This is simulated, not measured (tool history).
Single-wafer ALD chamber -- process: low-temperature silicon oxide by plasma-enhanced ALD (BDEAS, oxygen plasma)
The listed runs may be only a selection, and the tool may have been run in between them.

| run | hour | heater temperature setpoint (°C) | number of ALD cycles (cycles) | mean film thickness on the monitor wafer (Å) |
|---|---|---|---|---|
| 1 | 0.0 | 105 | 47 | 67.995 |
| 2 | 7.5 | 97 | 47 | 69.393 |
| 3 | 13.0 | 101 | 44 | 64.278 |
| 4 | 15.3 | 101 | 40 | 58.379 |
| 5 | 20.1 | 101 | 44 | 64.143 |
| 6 | 22.5 | 104 | 42 | 60.977 |
| 7 | 29.4 | 106 | 41 | 59.592 |
| 8 | 35.4 | 107 | 40 | 57.605 |
| 9 | 38.6 | 109 | 39 | 55.876 |
| 10 | 46.0 | 111 | 39 | 55.702 |
| 11 | 52.9 | 113 | 39 | 55.514 |

Run 12 has not been measured yet. What should we expect?
| 12 | 56.1 | 115 | 39 | ? |

mean film thickness on the monitor wafer (Å): 55.118

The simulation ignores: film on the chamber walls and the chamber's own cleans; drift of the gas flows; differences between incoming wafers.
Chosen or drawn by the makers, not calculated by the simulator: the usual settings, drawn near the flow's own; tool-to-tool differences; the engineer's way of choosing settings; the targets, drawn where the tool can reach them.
